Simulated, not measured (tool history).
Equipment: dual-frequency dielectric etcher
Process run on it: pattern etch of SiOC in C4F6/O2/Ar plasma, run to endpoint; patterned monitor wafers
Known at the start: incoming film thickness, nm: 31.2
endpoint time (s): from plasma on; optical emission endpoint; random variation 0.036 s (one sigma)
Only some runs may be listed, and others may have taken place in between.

{"run": 1, "day": 0.0, "bias power (W)": 528, "source power (W)": 300, "endpoint time (s)": 11.534}
{"run": 2, "day": 0.171, "bias power (W)": 528, "source power (W)": 340, "endpoint time (s)": 11.051}
{"run": 3, "day": 0.317, "bias power (W)": 542, "source power (W)": 340, "endpoint time (s)": 10.966}
{"run": 4, "day": 0.571, "bias power (W)": 503, "source power (W)": 340, "endpoint time (s)": 11.153}
{"run": 5, "day": 0.892, "bias power (W)": 522, "source power (W)": 340, "endpoint time (s)": 11.098}
{"run": 6, "day": 0.933, "bias power (W)": 539, "source power (W)": 340, "endpoint time (s)": 10.996}
{"run": 7, "day": 1.279, "bias power (W)": 554, "source power (W)": 340, "endpoint time (s)": 10.87}

Run 8 has not been measured yet. What should we expect?
{"run": 8, "day": 1.375, "bias power (W)": 566, "source power (W)": 340, "endpoint time (s)": "?"}

Run 8 came out at endpoint time (s) 10.849.
